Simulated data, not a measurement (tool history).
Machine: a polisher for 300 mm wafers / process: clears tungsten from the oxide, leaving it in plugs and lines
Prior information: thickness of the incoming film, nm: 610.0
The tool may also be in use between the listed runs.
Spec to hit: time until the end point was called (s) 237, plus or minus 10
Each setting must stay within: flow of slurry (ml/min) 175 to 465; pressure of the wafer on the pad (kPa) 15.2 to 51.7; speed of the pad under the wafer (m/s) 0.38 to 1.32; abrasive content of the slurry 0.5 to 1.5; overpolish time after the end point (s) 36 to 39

| run | hour | flow of slurry (ml/min) | pressure of the wafer on the pad (kPa) | speed of the pad under the wafer (m/s) | abrasive content of the slurry | overpolish time after the end point (s) | time until the end point was called (s) |
|---|---|---|---|---|---|---|---|
| 1 | 0 | 295 | 33.1 | 0.84 | 1 | 36 | 131.12 |
| 2 | 1.4 | 295 | 33.1 | 0.84 | 0.9 | 36 | 138.58 |
| 3 | 5.5 | 295 | 33.1 | 0.84 | 1.05 | 36 | 127.06 |
| 4 | 10.1 | 295 | 35.9 | 0.84 | 1.05 | 36 | 119.57 |
| 5 | 17.4 | 295 | 35.9 | 0.92 | 1.05 | 36 | 108.35 |
| 6 | 20 | 250 | 35.9 | 0.92 | 1.05 | 36 | 112.84 |
| 7 | 21.1 | 245 | 32.4 | 0.9 | 1.05 | 36 | 127.92 |
| 8 | 23.5 | 240 | 29.6 | 0.88 | 1.05 | 36 | 145.03 |
| 9 | 29.4 | 240 | 29.6 | 0.88 | 1.05 | 36 | 143.7 |
| 10 | 34.8 | 235 | 26.9 | 0.88 | 1.05 | 36 | 156.69 |
| 11 | 35.8 | 230 | 24.8 | 0.88 | 1.05 | 36 | 171.76 |
| 12 | 42.6 | 230 | 23.4 | 0.88 | 1.05 | 36 | 179.69 |

Which one of the following 4 next-run settings gets every result inside its allowed miss? There is exactly one.
| A | 49.4 | 175 | 20 | 0.9 | 1.1 | 36 | ? |
| B | 49.4 | 175 | 22.8 | 0.72 | 0.95 | 36 | ? |
| C | 49.4 | 280 | 20 | 0.72 | 0.95 | 37 | ? |
| D | 49.4 | 210 | 17.2 | 0.8 | 1.05 | 38 | ? |

| move | time until the end point was called (s) |
|---|---|
| A | 209.37 |
| B | 238.1 |
| C | 251.94 |
| D | 265.04 |
A: closer than the last run, but not yet in spec
B: every result within its allowed miss
C: takes the biggest miss from the last run beyond its target
D: takes the biggest miss from the last run beyond its target
The right move is B.
